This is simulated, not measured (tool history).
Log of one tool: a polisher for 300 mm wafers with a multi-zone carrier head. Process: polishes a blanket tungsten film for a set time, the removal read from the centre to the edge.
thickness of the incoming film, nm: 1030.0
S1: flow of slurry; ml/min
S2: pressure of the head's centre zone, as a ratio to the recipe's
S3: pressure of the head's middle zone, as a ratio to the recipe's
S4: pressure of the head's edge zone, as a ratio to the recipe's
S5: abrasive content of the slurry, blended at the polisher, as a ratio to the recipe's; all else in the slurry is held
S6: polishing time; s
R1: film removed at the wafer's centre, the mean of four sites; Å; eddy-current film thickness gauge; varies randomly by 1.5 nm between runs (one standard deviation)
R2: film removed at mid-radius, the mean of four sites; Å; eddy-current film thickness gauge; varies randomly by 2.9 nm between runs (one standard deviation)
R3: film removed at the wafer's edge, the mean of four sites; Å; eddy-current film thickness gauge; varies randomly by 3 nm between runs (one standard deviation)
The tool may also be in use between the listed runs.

| run | hour | S1 | S2 | S3 | S4 | S5 | S6 | R1 | R2 | R3 |
|---|---|---|---|---|---|---|---|---|---|---|
| 1 | 0 | 220 | 1 | 1 | 1 | 1 | 64 | 3408.1 | 3652.4 | 3672.2 |
| 2 | 7.5 | 215 | 0.98 | 0.98 | 0.97 | 0.9 | 60 | 3070.3 | 3317.6 | 3332.3 |
| 3 | 10.1 | 215 | 0.98 | 0.98 | 0.9 | 0.9 | 60 | 3125.1 | 3310.6 | 3183.1 |
| 4 | 10.9 | 215 | 0.98 | 0.94 | 0.9 | 0.9 | 60 | 3082.6 | 3209.8 | 3196.9 |
| 5 | 19.2 | 210 | 0.96 | 0.92 | 0.89 | 0.8 | 57 | 2816 | 2855.6 | 2918 |
| 6 | 25.1 | 210 | 0.96 | 0.92 | 0.89 | 0.7 | 57 | 2696.8 | 2825.9 | 2894.4 |
| 7 | 25.9 | 205 | 0.95 | 0.91 | 0.88 | 0.65 | 55 | 2515.3 | 2617.1 | 2720.9 |

For run 8, what comes out?
| 8 | 29.5 | 200 | 0.94 | 0.91 | 0.87 | 0.6 | 54 | ? | ? | ? |

R1: 2404.6 Å
R2: 2536.2 Å
R3: 2545.7 Å

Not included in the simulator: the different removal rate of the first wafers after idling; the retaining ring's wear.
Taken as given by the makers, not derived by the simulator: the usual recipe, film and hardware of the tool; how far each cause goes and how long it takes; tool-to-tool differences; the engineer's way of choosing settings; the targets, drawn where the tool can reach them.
